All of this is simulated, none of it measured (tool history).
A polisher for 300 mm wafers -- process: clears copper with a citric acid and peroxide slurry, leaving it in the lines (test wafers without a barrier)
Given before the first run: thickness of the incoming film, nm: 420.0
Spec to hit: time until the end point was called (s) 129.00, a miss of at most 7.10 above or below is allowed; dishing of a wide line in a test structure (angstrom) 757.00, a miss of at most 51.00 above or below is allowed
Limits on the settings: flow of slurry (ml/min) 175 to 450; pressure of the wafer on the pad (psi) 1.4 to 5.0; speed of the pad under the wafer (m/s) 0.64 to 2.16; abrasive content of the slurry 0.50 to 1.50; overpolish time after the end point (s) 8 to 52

run	hour	flow of slurry (ml/min)	pressure of the wafer on the pad (psi)	speed of the pad under the wafer (m/s)	abrasive content of the slurry	overpolish time after the end point (s)	time until the end point was called (s)	dishing of a wide line in a test structure (angstrom)
1	0.0	290	3.2	1.40	1.00	26	140.34	503.64
2	7.9	290	3.2	1.40	1.00	28	140.26	555.55
3	9.2	290	3.2	1.58	1.00	28	126.83	597.20
4	15.7	290	3.2	1.58	1.00	29	125.78	602.02
5	21.6	290	3.2	1.32	1.00	29	141.50	528.13
6	24.9	290	3.2	1.34	1.00	31	140.49	578.08
7	29.6	290	3.2	1.34	1.00	32	142.24	604.14
8	30.7	290	3.2	1.34	1.00	33	143.12	621.59

Which single option among these 5 for the next run brings every result within its allowed miss of target? Just one does.
A	31.8	280	2.8	1.28	1.05	27	?	?
B	31.8	310	3.7	1.44	1.20	29	?	?
C	31.8	340	3.9	1.44	0.85	29	?	?
D	31.8	275	3.2	1.58	0.90	40	?	?
E	31.8	325	3.1	1.38	0.95	39	?	?

move	time until the end point was called (s)	dishing of a wide line in a test structure (angstrom)
A	158.67	454.40
B	109.81	656.50
C	114.56	637.65
D	127.51	737.01
E	140.19	673.80
A: lands further from the targets than the last run did
B: about as far from the targets as the last run
C: an improvement on the last run, though not all results are within tolerance
D: every result lands within tolerance
E: an improvement on the last run, though not all results are within tolerance
Correct choice: D, which meets every target

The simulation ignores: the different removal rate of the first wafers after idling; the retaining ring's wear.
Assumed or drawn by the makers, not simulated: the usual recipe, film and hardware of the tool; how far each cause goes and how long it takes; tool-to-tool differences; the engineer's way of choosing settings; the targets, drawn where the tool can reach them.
